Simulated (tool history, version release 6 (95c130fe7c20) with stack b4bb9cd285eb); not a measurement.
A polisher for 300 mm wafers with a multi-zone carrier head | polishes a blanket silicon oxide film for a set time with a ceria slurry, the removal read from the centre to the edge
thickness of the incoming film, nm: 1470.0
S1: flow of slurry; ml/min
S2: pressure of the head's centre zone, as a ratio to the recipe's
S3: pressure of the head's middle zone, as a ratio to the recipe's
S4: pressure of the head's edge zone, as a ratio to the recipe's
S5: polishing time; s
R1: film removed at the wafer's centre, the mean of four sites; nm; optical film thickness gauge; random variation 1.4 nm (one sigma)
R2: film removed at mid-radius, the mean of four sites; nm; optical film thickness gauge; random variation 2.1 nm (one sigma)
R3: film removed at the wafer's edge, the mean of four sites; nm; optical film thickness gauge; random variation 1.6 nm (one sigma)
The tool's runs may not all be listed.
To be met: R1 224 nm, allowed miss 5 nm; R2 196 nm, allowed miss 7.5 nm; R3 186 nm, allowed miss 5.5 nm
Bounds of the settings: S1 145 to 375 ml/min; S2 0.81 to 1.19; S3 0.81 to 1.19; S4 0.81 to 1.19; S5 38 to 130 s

run  hour   S1    S2    S3    S4   S5      R1      R2      R3
  1     0  240     1     1     1   84   334.1  335.28  332.67
  2   7.3  245  1.02  0.99  0.97   76  308.76   299.1   302.9
  3  10.4  245  1.02  0.99  0.97   89  361.77  358.07  341.36
  4  17.7  245  1.02  0.99  0.92   89  361.33  346.46  336.48
  5  23.2  245  1.02  0.99  0.92  108  434.12  424.06  406.12
  6  31.6  245  1.02  0.99  0.92   97  393.72  389.04  372.77
  7    34  225  1.04  0.99   0.9   85  350.97  339.23  321.31
  8  36.7  210  1.05  0.98  0.88   76  309.72   297.8  279.95
  9  37.4  205  1.06  0.97  0.87   70  288.54  265.32  252.92
 10  38.1  195  1.06  0.96  0.86   66  270.31  245.98  244.84
 11  45.2  205  1.07  0.97  0.85   61  255.02  227.11  222.86
 12  50.5  210  1.07  0.98  0.84   59  243.18  223.57  215.07
 13  55.4  210  1.08  0.98  0.83   57  239.17  215.29  206.68
 14  58.8  215  1.09  0.98  0.83   56  239.92  213.82  205.76
 15  60.7  215  1.09  0.98  0.83   55  235.87  214.64  202.53
 16  64.9  215   1.1  0.98  0.83   54  235.02  208.58  193.15
 17  68.1  215   1.1  0.98  0.83   53  226.31  205.54  192.92

5 next moves are on the table. One of them brings every result within its allowed miss. Which?
  A  71.3  225  1.18  1.11  0.81  48   ?   ?   ?
  B  71.3  255   1.1  0.84  0.81  51   ?   ?   ?
  C  71.3  215   1.1  0.97  0.81  52   ?   ?   ?
  D  71.3  185  1.17  0.82  0.81  53   ?   ?   ?
  E  71.3  200  1.12  0.81  0.83  54   ?   ?   ?

move      R1      R2      R3
   A   225.6  206.08  172.64
   B  226.95  176.17  186.33
   C  225.88  197.93  186.48
   D  238.34  171.37  187.15
   E  235.72  175.12  194.24
A: further off than the last run
B: takes the result that was furthest off past its target
C: meets every target
D: takes the result that was furthest off past its target
E: takes the result that was furthest off past its target
Move C is the one to make.
